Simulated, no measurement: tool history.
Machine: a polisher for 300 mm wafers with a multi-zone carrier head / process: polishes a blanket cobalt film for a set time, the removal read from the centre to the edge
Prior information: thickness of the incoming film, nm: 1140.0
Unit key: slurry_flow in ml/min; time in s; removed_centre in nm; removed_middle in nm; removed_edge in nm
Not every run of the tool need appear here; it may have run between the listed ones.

{"run": 1, "hour": 0.0, "slurry_flow": 145, "centre_zone": 1.0, "middle_zone": 1.0, "edge_zone": 1.0, "time": 38, "removed_centre": 226.1, "removed_middle": 228.78, "removed_edge": 231.37}
{"run": 2, "hour": 5.6, "slurry_flow": 125, "centre_zone": 1.0, "middle_zone": 1.0, "edge_zone": 1.0, "time": 38, "removed_centre": 223.0, "removed_middle": 227.01, "removed_edge": 235.05}
{"run": 3, "hour": 8.7, "slurry_flow": 125, "centre_zone": 1.0, "middle_zone": 1.0, "edge_zone": 1.0, "time": 34, "removed_centre": 200.12, "removed_middle": 200.2, "removed_edge": 208.53}
{"run": 4, "hour": 15.9, "slurry_flow": 125, "centre_zone": 1.0, "middle_zone": 1.0, "edge_zone": 1.07, "time": 34, "removed_centre": 206.23, "removed_middle": 197.45, "removed_edge": 214.71}
{"run": 5, "hour": 20.6, "slurry_flow": 125, "centre_zone": 1.03, "middle_zone": 1.0, "edge_zone": 1.07, "time": 34, "removed_centre": 206.69, "removed_middle": 198.25, "removed_edge": 212.7}
{"run": 6, "hour": 22.5, "slurry_flow": 125, "centre_zone": 1.03, "middle_zone": 1.0, "edge_zone": 1.04, "time": 34, "removed_centre": 210.73, "removed_middle": 200.54, "removed_edge": 206.76}
{"run": 7, "hour": 25.9, "slurry_flow": 125, "centre_zone": 1.03, "middle_zone": 1.0, "edge_zone": 1.03, "time": 32, "removed_centre": 201.7, "removed_middle": 187.87, "removed_edge": 190.97}

The next listed run, before its measurement:
{"run": 8, "hour": 34.2, "slurry_flow": 125, "centre_zone": 1.01, "middle_zone": 0.99, "edge_zone": 1.01, "time": 31, "removed_centre": "?", "removed_middle": "?", "removed_edge": "?"}

removed_centre: 186.03 nm
removed_middle: 180.52 nm
removed_edge: 186.06 nm
